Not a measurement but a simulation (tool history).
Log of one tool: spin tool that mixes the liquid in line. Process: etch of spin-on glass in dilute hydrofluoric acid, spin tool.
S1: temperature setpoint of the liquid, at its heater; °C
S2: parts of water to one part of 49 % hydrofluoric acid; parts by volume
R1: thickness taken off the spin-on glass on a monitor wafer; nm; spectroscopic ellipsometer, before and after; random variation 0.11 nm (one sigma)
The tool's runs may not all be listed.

{"run": 1, "day": 0.0, "S1": 25, "S2": 165, "time under the liquid (s)": 30, "R1": 4.8134}
{"run": 2, "day": 0.058, "S1": 27, "S2": 130, "time under the liquid (s)": 30, "R1": 6.7073}
{"run": 3, "day": 0.379, "S1": 25, "S2": 130, "time under the liquid (s)": 30, "R1": 6.2612}
{"run": 4, "day": 0.612, "S1": 27, "S2": 105, "time under the liquid (s)": 30, "R1": 8.5735}
{"run": 5, "day": 0.671, "S1": 27, "S2": 135, "time under the liquid (s)": 30, "R1": 6.4568}
{"run": 6, "day": 0.95, "S1": 27, "S2": 95, "time under the liquid (s)": 30, "R1": 9.6389}
{"run": 7, "day": 1.192, "S1": 28.5, "S2": 85, "time under the liquid (s)": 30, "R1": 11.661}
{"day": 1.45, "done": "thermometer replaced"}
{"run": 8, "day": 1.45, "S1": 29.5, "S2": 85, "time under the liquid (s)": 30, "R1": 12.82}
{"run": 9, "day": 1.5, "S1": 30.5, "S2": 85, "time under the liquid (s)": 30, "R1": 13.153}

Forecast run 10:
{"run": 10, "day": 1.558, "S1": 31, "S2": 85, "time under the liquid (s)": 30, "R1": "?"}

{"run 10": {"R1": 13.672}}

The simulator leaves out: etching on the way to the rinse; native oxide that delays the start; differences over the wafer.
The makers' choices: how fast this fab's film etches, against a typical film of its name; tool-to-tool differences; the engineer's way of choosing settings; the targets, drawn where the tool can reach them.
